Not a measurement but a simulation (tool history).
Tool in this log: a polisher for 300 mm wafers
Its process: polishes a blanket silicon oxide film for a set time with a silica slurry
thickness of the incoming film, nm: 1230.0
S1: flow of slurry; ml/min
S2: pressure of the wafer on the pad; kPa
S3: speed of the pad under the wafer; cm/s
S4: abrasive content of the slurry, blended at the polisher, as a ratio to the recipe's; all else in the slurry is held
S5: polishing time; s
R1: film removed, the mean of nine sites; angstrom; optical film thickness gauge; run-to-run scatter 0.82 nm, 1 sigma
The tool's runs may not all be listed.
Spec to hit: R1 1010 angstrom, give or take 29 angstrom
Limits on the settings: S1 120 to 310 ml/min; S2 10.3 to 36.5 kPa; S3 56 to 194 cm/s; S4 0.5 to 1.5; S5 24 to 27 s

run 1 hour=0 | S1=200 S2=23.4 S3=124 S4=1 S5=27 | R1=721.23
run 2 hour=4.1 | S1=200 S2=23.4 S3=124 S4=1 S5=24 | R1=625.3
run 3 hour=6.5 | S1=200 S2=23.4 S3=124 S4=1.1 S5=24 | R1=663.91
run 4 hour=10.4 | S1=205 S2=24.8 S3=124 S4=1.1 S5=24 | R1=690.67
run 5 hour=16.6 | S1=205 S2=26.2 S3=124 S4=1.1 S5=24 | R1=720.15
run 6 hour=25.2 | S1=230 S2=26.2 S3=124 S4=1.1 S5=24 | R1=733.01
run 7 hour=30.4 | S1=230 S2=27.6 S3=124 S4=1.1 S5=24 | R1=783.45
run 8 hour=31.5 | S1=230 S2=28.3 S3=124 S4=1.1 S5=24 | R1=802.69
run 9 hour=38.8 | S1=230 S2=29 S3=124 S4=1.1 S5=24 | R1=803.06
run 10 hour=45.2 | S1=230 S2=30.3 S3=124 S4=1.1 S5=24 | R1=859.06
run 11 hour=49.8 | S1=230 S2=31 S3=124 S4=1.1 S5=24 | R1=856.13
run 12 hour=54.9 | S1=235 S2=31.7 S3=124 S4=1.1 S5=24 | R1=874.09
run 13 hour=61.1 | S1=240 S2=32.4 S3=124 S4=1.1 S5=24 | R1=896.78
run 14 hour=67.1 | S1=240 S2=33.1 S3=124 S4=1.1 S5=24 | R1=917.58

Which single option among these 4 for the next run brings every result within its allowed miss of target? Just one does.
run A hour=73.1 | S1=225 S2=29 S3=150 S4=0.8 S5=24 | R1=?
run B hour=73.1 | S1=265 S2=34.5 S3=118 S4=1.25 S5=27 | R1=?
run C hour=73.1 | S1=255 S2=31.7 S3=128 S4=1.3 S5=25 | R1=?
run D hour=73.1 | S1=275 S2=31.7 S3=118 S4=0.85 S5=24 | R1=?

move=A R1=840.08
move=B R1=1108.1
move=C R1=1024.8
move=D R1=789.83
A: the biggest miss grows against the last run
B: pushes the last run's worst result past its target
C: meets every target
D: the biggest miss grows against the last run
Answer: C
